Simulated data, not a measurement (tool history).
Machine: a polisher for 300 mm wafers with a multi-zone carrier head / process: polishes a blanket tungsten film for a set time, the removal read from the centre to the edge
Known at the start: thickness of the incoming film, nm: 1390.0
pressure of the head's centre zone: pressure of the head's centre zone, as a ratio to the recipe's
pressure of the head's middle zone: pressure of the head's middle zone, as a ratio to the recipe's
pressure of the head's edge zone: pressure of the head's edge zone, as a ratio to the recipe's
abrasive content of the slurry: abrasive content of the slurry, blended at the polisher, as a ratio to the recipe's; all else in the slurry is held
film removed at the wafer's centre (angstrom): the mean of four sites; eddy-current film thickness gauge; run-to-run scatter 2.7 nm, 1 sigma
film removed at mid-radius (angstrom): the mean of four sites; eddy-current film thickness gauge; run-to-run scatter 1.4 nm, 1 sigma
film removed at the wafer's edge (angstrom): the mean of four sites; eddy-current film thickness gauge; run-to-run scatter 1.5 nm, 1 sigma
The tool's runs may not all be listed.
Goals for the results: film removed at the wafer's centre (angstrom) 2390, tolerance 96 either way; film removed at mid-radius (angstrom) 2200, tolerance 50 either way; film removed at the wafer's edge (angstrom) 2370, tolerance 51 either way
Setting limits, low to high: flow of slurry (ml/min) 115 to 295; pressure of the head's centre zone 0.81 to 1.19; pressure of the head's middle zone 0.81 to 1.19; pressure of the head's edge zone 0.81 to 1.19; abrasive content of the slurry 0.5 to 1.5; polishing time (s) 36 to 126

run  hour  flow of slurry (ml/min)  pressure of the head's centre zone  pressure of the head's middle zone  pressure of the head's edge zone  abrasive content of the slurry  polishing time (s)  film removed at the wafer's centre (angstrom)  film removed at mid-radius (angstrom)  film removed at the wafer's edge (angstrom)
  1     0                      190                                   1                                   1                                 1                               1                  81                                         4156.7                                 3887.2                                         3851
  2   8.8                      190                                   1                                   1                                 1                               1                  93                                         4856.5                                 4438.8                                       4452.3
  3  13.8                      180                                0.99                                0.97                              0.98                            0.95                  88                                         4484.4                                 4045.3                                       4154.3
  4  16.7                      180                                0.99                                0.97                              0.98                            0.95                  75                                           3784                                 3420.9                                       3542.3
  5  17.4                      135                                0.99                                0.97                              0.98                            0.95                  75                                         3419.8                                 3244.8                                         3369
  6  23.2                      135                                0.98                                0.96                              0.97                             0.9                  72                                         3339.9                                 3051.9                                       3193.8
  7  30.1                      130                                0.96                                0.96                              0.96                            0.85                  70                                         3112.4                                 2908.7                                       3002.7
  8  32.1                      130                                0.94                                0.95                              0.95                             0.8                  69                                           2895                                 2789.7                                         2941
       39  -- centre zone pressure recalibrated
  9    39                      140                                0.98                                0.89                              0.85                            0.55                  58                                         2330.7                                 2192.8                                         2305

5 candidate next runs follow, results not yet known. Just one meets every target within its allowed miss. Identify it.
  A  45.9                      130                                   1                                0.88                              0.88                            0.65                  59                                              ?                                      ?                                            ?
  B  45.9                      120                                0.99                                0.92                              0.85                            0.55                  62                                              ?                                      ?                                            ?
  C  45.9                      180                                 1.1                                0.87                              0.92                             0.6                  56                                              ?                                      ?                                            ?
  D  45.9                      120                                1.02                                0.93                              0.86                             0.7                  55                                              ?                                      ?                                            ?
  E  45.9                      130                                1.03                                0.92                              0.88                             0.5                  59                                              ?                                      ?                                            ?

move  film removed at the wafer's centre (angstrom)  film removed at mid-radius (angstrom)  film removed at the wafer's edge (angstrom)
   A                                           2422                                 2220.6                                       2384.6
   B                                         2406.5                                 2306.7                                       2380.7
   C                                         2662.6                                 2216.3                                       2392.9
   D                                         2262.6                                 2133.3                                       2193.1
   E                                         2396.4                                 2216.3                                       2301.1
A: every result lands within tolerance
B: meets the target for the result that was furthest off, but another lies outside its allowed miss
C: meets the target for the result that was furthest off, but another lies outside its allowed miss
D: its largest miss is bigger than the last run's
E: its largest miss is bigger than the last run's
Answer: A

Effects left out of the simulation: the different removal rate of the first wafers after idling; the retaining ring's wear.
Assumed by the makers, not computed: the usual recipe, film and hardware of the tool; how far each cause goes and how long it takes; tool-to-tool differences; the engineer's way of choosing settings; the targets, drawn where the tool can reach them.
